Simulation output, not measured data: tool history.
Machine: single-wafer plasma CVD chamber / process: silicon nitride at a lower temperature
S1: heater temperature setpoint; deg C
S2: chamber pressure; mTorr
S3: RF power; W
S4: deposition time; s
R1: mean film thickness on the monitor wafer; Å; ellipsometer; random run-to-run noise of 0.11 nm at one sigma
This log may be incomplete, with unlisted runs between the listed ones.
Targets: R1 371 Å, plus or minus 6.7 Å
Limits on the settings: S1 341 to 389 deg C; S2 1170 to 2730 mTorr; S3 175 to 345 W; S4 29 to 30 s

Run 1, hour 0: S1 365 deg C, S2 1950 mTorr, S3 260 W, S4 29 s. Result: R1 307.61 Å.
Run 2, hour 2: S1 365 deg C, S2 2100 mTorr, S3 270 W, S4 29 s. Result: R1 323.86 Å.
Run 3, hour 4.3: S1 365 deg C, S2 2230 mTorr, S3 275 W, S4 29 s. Result: R1 332.15 Å.
Run 4, hour 8.2: S1 365 deg C, S2 1930 mTorr, S3 275 W, S4 29 s. Result: R1 319.97 Å.
Run 5, hour 8.9: S1 365 deg C, S2 1580 mTorr, S3 275 W, S4 29 s. Result: R1 304 Å.
Run 6, hour 11.7: S1 369 deg C, S2 1580 mTorr, S3 275 W, S4 29 s. Result: R1 301.79 Å.
Run 7, hour 17.1: S1 369 deg C, S2 1840 mTorr, S3 280 W, S4 29 s. Result: R1 320.42 Å.
Run 8, hour 24.7: S1 369 deg C, S2 2020 mTorr, S3 285 W, S4 29 s. Result: R1 331.28 Å.
Run 9, hour 33.3: S1 369 deg C, S2 2170 mTorr, S3 290 W, S4 29 s. Result: R1 343.14 Å.
Run 10, hour 34.7: S1 369 deg C, S2 2280 mTorr, S3 290 W, S4 29 s. Result: R1 348.19 Å.

Below are 5 possible settings for the next run. Only one of them brings all results inside the allowed miss of their targets. Which is it?
Run A, hour 36.1: S1 359 deg C, S2 1970 mTorr, S3 345 W, S4 29.4 s. Result: R1 ?.
Run B, hour 36.1: S1 365 deg C, S2 2050 mTorr, S3 335 W, S4 29.7 s. Result: R1 ?.
Run C, hour 36.1: S1 352 deg C, S2 2300 mTorr, S3 320 W, S4 29.8 s. Result: R1 ?.
Run D, hour 36.1: S1 370 deg C, S2 2230 mTorr, S3 315 W, S4 29.5 s. Result: R1 ?.
Run E, hour 36.1: S1 382 deg C, S2 2280 mTorr, S3 295 W, S4 30 s. Result: R1 ?.

move      R1
   A  382.01
   B  381.52
   C  384.18
   D  370.89
   E  360.99
A: takes the result that was furthest off past its target
B: takes the result that was furthest off past its target
C: takes the result that was furthest off past its target
D: in spec on every target
E: an improvement on the last run, though not all results are within tolerance
So the answer is move D, the one that meets all the targets.

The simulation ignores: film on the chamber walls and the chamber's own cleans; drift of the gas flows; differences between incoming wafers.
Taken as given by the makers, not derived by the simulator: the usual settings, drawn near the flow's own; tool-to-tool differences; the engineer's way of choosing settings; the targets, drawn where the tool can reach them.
